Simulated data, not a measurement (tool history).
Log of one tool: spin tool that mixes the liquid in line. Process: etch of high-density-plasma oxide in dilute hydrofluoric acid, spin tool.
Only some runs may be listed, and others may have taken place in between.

run,hour,temperature setpoint of the liquid (K),parts of water to one part of 49 % hydrofluoric acid (parts by volume),time under the liquid (s),thickness taken off the high-density-plasma oxide on a monitor wafer (nm)
1,0,293.15,115,40,2.5151
2,2.3,290.15,115,40,2.2765
3,8.1,290.15,115,40,2.2773
4,10,291.15,115,40,2.3305
5,10.9,292.15,115,40,2.4131
6,13.3,293.15,115,40,2.5289
7,16.4,293.15,115,40,2.5153

Run 8 is up next; what results do you expect?
8,22.3,294.15,115,40,?

Run 8 produced thickness taken off the high-density-plasma oxide on a monitor wafer (nm) 2.6304.
